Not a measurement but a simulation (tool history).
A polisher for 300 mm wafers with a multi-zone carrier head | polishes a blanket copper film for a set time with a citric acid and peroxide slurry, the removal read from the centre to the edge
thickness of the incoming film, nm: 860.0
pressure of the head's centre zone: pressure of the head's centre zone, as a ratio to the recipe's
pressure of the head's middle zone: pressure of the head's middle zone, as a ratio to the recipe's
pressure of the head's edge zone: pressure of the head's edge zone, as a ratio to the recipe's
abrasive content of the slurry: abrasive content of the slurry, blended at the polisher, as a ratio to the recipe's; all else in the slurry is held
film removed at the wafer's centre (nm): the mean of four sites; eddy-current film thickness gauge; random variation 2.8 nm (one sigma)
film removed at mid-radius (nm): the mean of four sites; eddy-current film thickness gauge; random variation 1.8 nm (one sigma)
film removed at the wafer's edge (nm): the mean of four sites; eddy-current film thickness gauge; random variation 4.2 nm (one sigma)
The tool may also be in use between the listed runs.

| run | hour | flow of slurry (ml/min) | pressure of the head's centre zone | pressure of the head's middle zone | pressure of the head's edge zone | abrasive content of the slurry | polishing time (s) | film removed at the wafer's centre (nm) | film removed at mid-radius (nm) | film removed at the wafer's edge (nm) |
|---|---|---|---|---|---|---|---|---|---|---|
| 1 | 0.0 | 180 | 1.00 | 1.00 | 1.00 | 1.00 | 88 | 245.66 | 239.97 | 246.96 |
| 2 | 6.4 | 205 | 1.06 | 1.00 | 1.05 | 1.15 | 89 | 271.67 | 253.37 | 266.58 |
| 3 | 8.8 | 220 | 1.10 | 0.98 | 1.05 | 1.25 | 91 | 302.12 | 261.64 | 279.94 |
| 4 | 12.2 | 220 | 1.10 | 1.01 | 1.05 | 1.25 | 91 | 296.97 | 271.90 | 275.03 |
| 5 | 20.5 | 220 | 1.10 | 1.09 | 1.05 | 1.25 | 91 | 299.24 | 289.81 | 280.54 |
| 6 | 28.5 | 220 | 1.10 | 1.09 | 1.05 | 1.25 | 104 | 341.85 | 328.15 | 313.17 |
| 7 | 33.6 | 220 | 1.10 | 1.09 | 1.05 | 1.25 | 104 | 343.74 | 322.37 | 312.99 |
| 8 | 37.3 | 210 | 1.12 | 1.05 | 1.06 | 1.25 | 104 | 346.06 | 316.62 | 321.78 |

Run 9 comes next. What will it give?
| 9 | 39.4 | 210 | 1.13 | 1.01 | 1.04 | 1.25 | 104 | ? | ? | ? |

film removed at the wafer's centre (nm): 350.47
film removed at mid-radius (nm): 308.19
film removed at the wafer's edge (nm): 318.79
